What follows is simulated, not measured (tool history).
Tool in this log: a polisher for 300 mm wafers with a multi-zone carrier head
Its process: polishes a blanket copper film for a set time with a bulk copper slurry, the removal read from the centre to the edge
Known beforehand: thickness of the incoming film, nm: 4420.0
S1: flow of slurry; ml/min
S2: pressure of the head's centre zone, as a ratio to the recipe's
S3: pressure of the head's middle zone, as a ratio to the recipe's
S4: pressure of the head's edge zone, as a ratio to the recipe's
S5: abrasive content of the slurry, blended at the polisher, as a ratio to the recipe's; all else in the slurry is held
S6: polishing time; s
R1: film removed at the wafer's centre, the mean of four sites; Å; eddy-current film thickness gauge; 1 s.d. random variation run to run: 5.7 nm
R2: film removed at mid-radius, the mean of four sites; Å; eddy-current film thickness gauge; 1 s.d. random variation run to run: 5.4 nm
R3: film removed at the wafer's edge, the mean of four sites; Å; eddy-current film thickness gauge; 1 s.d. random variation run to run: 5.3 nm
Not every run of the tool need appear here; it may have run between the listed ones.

| run | hour | S1 | S2 | S3 | S4 | S5 | S6 | R1 | R2 | R3 |
|---|---|---|---|---|---|---|---|---|---|---|
| 1 | 0 | 280 | 1 | 1 | 1 | 1 | 57 | 4110.6 | 4117.5 | 4190.4 |
| 2 | 6.2 | 280 | 1 | 1 | 1 | 1 | 48 | 3596.9 | 3504.9 | 3558.2 |
| 3 | 13.6 | 285 | 1.02 | 1.04 | 0.99 | 1.05 | 48 | 3605.5 | 3643.8 | 3542 |
| 4 | 19.3 | 290 | 1.04 | 1.07 | 0.98 | 1.1 | 49 | 3760.4 | 3898 | 3639.6 |
|  | 23.4 | worn pad replaced by a new one |
| 5 | 23.4 | 290 | 1.04 | 1.02 | 0.98 | 1.1 | 49 | 3955.3 | 3895.7 | 3862.5 |
| 6 | 26.9 | 290 | 1.04 | 1.02 | 0.98 | 1.1 | 44 | 3665.2 | 3485.7 | 3467.7 |
| 7 | 34 | 300 | 1.06 | 1.05 | 0.96 | 1.15 | 44 | 3691.1 | 3618.3 | 3442.5 |
| 8 | 38.1 | 305 | 1.08 | 1.07 | 0.95 | 1.2 | 44 | 3856.1 | 3752.8 | 3433 |
| 9 | 40.1 | 310 | 1.08 | 1.09 | 0.95 | 1.25 | 44 | 3837.4 | 3716.5 | 3503.2 |
| 10 | 47.8 | 310 | 1.08 | 1.11 | 0.93 | 1.25 | 45 | 4010.6 | 3994.1 | 3594.2 |
| 11 | 54.2 | 310 | 1.08 | 1.12 | 0.92 | 1.25 | 45 | 3927.9 | 3980.9 | 3488.6 |
| 12 | 56 | 310 | 1.08 | 1.12 | 0.92 | 1.25 | 45 | 3961.9 | 3984.2 | 3536.3 |

Run 13 comes next. What will it give?
| 13 | 56.9 | 310 | 1.08 | 1.13 | 0.91 | 1.25 | 45 | ? | ? | ? |

{"run 13": {"R1": 3876.1, "R2": 4037.6, "R3": 3475.5}}

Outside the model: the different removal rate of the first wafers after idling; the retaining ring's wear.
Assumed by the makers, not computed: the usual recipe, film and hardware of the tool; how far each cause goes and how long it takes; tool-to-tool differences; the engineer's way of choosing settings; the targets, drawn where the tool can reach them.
